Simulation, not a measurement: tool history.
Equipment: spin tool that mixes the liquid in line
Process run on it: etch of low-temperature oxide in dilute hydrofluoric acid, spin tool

run  hour  temperature setpoint of the liquid (K)  parts of water to one part of 49 % hydrofluoric acid (parts by volume)  time under the liquid (s)  thickness taken off the low-temperature oxide on a monitor wafer (angstrom)
  1     0                                  297.15                                                                     245                        325                                                                       145.29
  2   1.3                                  295.65                                                                     255                        325                                                                       130.31
  3   7.9                                  298.15                                                                     255                        325                                                                       142.29
  4  15.5                                  296.65                                                                     265                        325                                                                       127.83
  5  21.5                                  296.65                                                                     265                        345                                                                       135.97
  6  28.7                                  294.65                                                                     265                        345                                                                       127.28
  7  32.8                                  293.65                                                                     270                        345                                                                       118.52
  8  36.1                                  293.15                                                                     275                        345                                                                       114.64

Run 9, settings as shown, results not yet in. Your forecast:
  9  36.8                                  290.15                                                                     315                        345                                                                            ?

Run 9 measured thickness taken off the low-temperature oxide on a monitor wafer (angstrom) 86.908.
